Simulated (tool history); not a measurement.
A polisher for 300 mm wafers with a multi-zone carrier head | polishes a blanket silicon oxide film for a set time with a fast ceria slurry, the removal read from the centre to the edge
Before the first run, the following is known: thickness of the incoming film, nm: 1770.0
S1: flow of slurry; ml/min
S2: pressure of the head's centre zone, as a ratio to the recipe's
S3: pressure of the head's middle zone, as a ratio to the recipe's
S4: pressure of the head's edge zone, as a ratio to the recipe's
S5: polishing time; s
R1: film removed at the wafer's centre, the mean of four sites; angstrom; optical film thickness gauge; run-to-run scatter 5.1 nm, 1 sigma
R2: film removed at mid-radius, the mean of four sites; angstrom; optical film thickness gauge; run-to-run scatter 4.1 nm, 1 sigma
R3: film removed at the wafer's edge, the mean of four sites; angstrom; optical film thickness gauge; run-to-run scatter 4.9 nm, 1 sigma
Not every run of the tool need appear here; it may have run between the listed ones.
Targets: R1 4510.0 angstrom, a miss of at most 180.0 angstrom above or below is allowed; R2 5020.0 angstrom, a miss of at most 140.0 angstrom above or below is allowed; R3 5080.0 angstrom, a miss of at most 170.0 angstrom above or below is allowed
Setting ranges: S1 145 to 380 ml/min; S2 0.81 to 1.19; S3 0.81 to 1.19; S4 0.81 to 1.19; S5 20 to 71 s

run 1 hour=0.0 | S1=245 S2=1.00 S3=1.00 S4=1.00 S5=45 | R1=6717.2 R2=6756.4 R3=7040.0
run 2 hour=8.4 | S1=245 S2=1.00 S3=1.00 S4=0.96 S5=45 | R1=6701.2 R2=6785.8 R3=6661.1
run 3 hour=9.7 | S1=245 S2=0.93 S3=1.00 S4=0.96 S5=45 | R1=6390.5 R2=6768.9 R3=6615.6
run 4 hour=12.7 | S1=280 S2=0.93 S3=1.00 S4=0.96 S5=45 | R1=6427.7 R2=6856.2 R3=6861.2
run 5 hour=14.7 | S1=280 S2=0.93 S3=0.93 S4=0.96 S5=45 | R1=6472.2 R2=6410.7 R3=6963.2
run 6 hour=19.1 | S1=280 S2=0.89 S3=0.93 S4=0.96 S5=45 | R1=6245.5 R2=6391.9 R3=6795.8
run 7 hour=23.3 | S1=270 S2=0.87 S3=0.93 S4=0.96 S5=43 | R1=5780.6 R2=6196.7 R3=6533.4
run 8 hour=31.9 | S1=255 S2=0.86 S3=0.92 S4=0.94 S5=41 | R1=5549.0 R2=5748.1 R3=6138.8
run 9 hour=36.0 | S1=250 S2=0.85 S3=0.93 S4=0.94 S5=39 | R1=5132.2 R2=5555.7 R3=5754.3
run 10 hour=39.8 | S1=240 S2=0.84 S3=0.93 S4=0.93 S5=38 | R1=4892.4 R2=5326.8 R3=5546.2
run 11 hour=48.8 | S1=230 S2=0.83 S3=0.93 S4=0.92 S5=38 | R1=4878.2 R2=5374.6 R3=5485.1
run 12 hour=49.9 | S1=220 S2=0.83 S3=0.93 S4=0.92 S5=38 | R1=4880.9 R2=5277.6 R3=5572.9
run 13 hour=52.6 | S1=215 S2=0.83 S3=0.93 S4=0.91 S5=37 | R1=4617.3 R2=5208.3 R3=5276.8
run 14 hour=55.1 | S1=210 S2=0.83 S3=0.92 S4=0.90 S5=37 | R1=4576.0 R2=5160.2 R3=5287.6
run 15 hour=58.3 | S1=210 S2=0.84 S3=0.92 S4=0.89 S5=37 | R1=4694.5 R2=5131.8 R3=5254.8

Below are 4 possible settings for the next run. Only one of them brings all results inside the allowed miss of their targets. Which is it?
run A hour=61.5 | S1=180 S2=0.81 S3=0.91 S4=0.97 S5=38 | R1=? R2=? R3=?
run B hour=61.5 | S1=220 S2=0.82 S3=0.98 S4=0.88 S5=36 | R1=? R2=? R3=?
run C hour=61.5 | S1=260 S2=0.90 S3=1.02 S4=0.81 S5=35 | R1=? R2=? R3=?
run D hour=61.5 | S1=155 S2=0.86 S3=0.95 S4=0.88 S5=37 | R1=? R2=? R3=?

move=A R1=4540.2 R2=5060.0 R3=5543.1
move=B R1=4489.3 R2=5245.1 R3=5119.5
move=C R1=4853.8 R2=5377.8 R3=4866.1
move=D R1=4540.9 R2=4983.7 R3=5065.1
A: misses by more than the last run did
B: gets the furthest-off result to its target, but another result is out of tolerance
C: moves the result that the last run missed by most past its target, out the other side
D: all results in spec
D meets every target.

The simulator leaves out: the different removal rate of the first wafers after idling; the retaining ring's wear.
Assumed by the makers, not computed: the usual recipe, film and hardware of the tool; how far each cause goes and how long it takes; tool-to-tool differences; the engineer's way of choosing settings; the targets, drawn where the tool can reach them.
